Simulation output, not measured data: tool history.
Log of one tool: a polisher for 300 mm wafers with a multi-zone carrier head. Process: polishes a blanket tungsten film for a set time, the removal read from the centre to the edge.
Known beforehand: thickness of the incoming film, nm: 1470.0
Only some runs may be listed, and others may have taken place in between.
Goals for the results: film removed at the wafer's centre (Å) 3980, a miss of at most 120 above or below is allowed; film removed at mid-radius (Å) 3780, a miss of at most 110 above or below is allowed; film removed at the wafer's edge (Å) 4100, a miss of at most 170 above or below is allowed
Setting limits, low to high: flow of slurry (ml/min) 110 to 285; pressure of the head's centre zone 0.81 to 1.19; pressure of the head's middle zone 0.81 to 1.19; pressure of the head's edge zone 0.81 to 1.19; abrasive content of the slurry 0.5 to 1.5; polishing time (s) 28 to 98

run,day,flow of slurry (ml/min),pressure of the head's centre zone,pressure of the head's middle zone,pressure of the head's edge zone,abrasive content of the slurry,polishing time (s),film removed at the wafer's centre (Å),film removed at mid-radius (Å),film removed at the wafer's edge (Å)
1,0,180,1,1,1,1,63,2923.7,2924.7,3019.4
2,0.083,180,1.08,1,1,1,63,3217.2,2951.5,2970.4
3,0.154,185,1.08,1,1.03,1.1,64,3385.7,3021.5,3203
4,0.358,185,1.08,1.03,1.03,1.1,64,3344.8,3164.9,3149.1
5,0.529,185,1.08,1.03,1.03,1.3,64,3479.5,3278,3368
6,0.896,195,1.08,1.04,1.05,1.35,64,3569.2,3443.4,3407.1
7,0.979,195,1.08,1.03,1.07,1.35,65,3645.3,3451.7,3555.2
8,1.246,245,1.08,1.06,1.17,1.45,65,3822.2,3698.9,3722.7
9,1.375,240,1.08,1.05,1.17,1.45,66,3891.9,3764.3,3881.5
10,1.738,240,1.08,1.04,1.17,1.45,66,3887.4,3712.1,3841
11,2.017,240,1.08,1.04,1.17,1.45,66,3884.1,3685.8,3901.9

Exactly one of the 4 candidate moves below puts every result within its allowed miss. Which one?
A,2.296,285,1.16,0.99,1.13,1.45,65,?,?,?
B,2.296,250,1.15,1.15,1.13,1.35,63,?,?,?
C,2.296,220,0.97,0.9,1.19,1.5,72,?,?,?
D,2.296,210,1.05,1.01,1.17,1.45,71,?,?,?

move,film removed at the wafer's centre (Å),film removed at mid-radius (Å),film removed at the wafer's edge (Å)
A,4206.3,3573.6,3803.8
B,3900.4,3800.1,3564.8
C,3792.5,3580.2,4248.7
D,3985.4,3824.3,4094.4
A: moves away from the targets compared with the last run
B: moves away from the targets compared with the last run
C: gets the furthest-off result to its target, but another result is out of tolerance
D: every result lands within tolerance
So the answer is move D, the one that meets all the targets.
